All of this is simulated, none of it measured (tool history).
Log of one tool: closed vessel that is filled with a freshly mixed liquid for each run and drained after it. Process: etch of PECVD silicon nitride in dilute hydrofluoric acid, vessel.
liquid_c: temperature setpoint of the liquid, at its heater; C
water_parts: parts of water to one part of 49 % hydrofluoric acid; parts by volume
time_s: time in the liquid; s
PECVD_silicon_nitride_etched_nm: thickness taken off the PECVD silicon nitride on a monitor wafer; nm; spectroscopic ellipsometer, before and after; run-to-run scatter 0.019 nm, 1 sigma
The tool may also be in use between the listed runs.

run  hour  liquid_c  water_parts  time_s  PECVD_silicon_nitride_etched_nm
  1     0        25           55      30                           2.6354
  2   5.3        24           55      30                           2.4949
  3   7.5        23           55      30                           2.3073
  4  11.2      22.5           55      30                           2.2529
  5  20.3      24.5           55      30                           2.6054
  6  26.8        28           55      30                           3.2613
  7  28.4        24           55      30                           2.4961
  8  35.6        23           55      30                           2.3285
  9  40.7      22.5           55      30                           2.2704

The next listed run, before its measurement:
 10  42.1        22           55      30                                ?

Logged for run 10: PECVD_silicon_nitride_etched_nm 2.1958 nm.

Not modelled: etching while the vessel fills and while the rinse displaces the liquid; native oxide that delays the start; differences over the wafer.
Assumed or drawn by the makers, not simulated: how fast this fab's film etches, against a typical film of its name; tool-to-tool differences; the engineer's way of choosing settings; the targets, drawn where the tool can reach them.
